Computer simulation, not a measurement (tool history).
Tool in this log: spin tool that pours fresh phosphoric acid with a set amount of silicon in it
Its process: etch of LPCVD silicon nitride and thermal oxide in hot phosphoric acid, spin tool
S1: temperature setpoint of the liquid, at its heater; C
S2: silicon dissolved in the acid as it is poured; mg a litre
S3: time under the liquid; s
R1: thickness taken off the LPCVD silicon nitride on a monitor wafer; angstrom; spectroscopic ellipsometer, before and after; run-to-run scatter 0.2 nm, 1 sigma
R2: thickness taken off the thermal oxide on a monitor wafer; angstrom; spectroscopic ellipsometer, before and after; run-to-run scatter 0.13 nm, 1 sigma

run	hour	S1	S2	S3	R1	R2
1	0	162	13	180	135.06	5.9367
2	6	162.5	12.5	190	148.1	6.0081
3	10.3	163	11	200	155.68	5.5804
4	14.5	163	11	170	132.45	4.9763
5	21.6	163	11	200	156.62	5.6901
6	22.6	163	6.5	200	155.56	7.8772

Estimate the outcome of run 7 from the log above:
7	25.4	163	6	210	?	?

{"run 7": {"R1": 164.74, "R2": 8.4242}}

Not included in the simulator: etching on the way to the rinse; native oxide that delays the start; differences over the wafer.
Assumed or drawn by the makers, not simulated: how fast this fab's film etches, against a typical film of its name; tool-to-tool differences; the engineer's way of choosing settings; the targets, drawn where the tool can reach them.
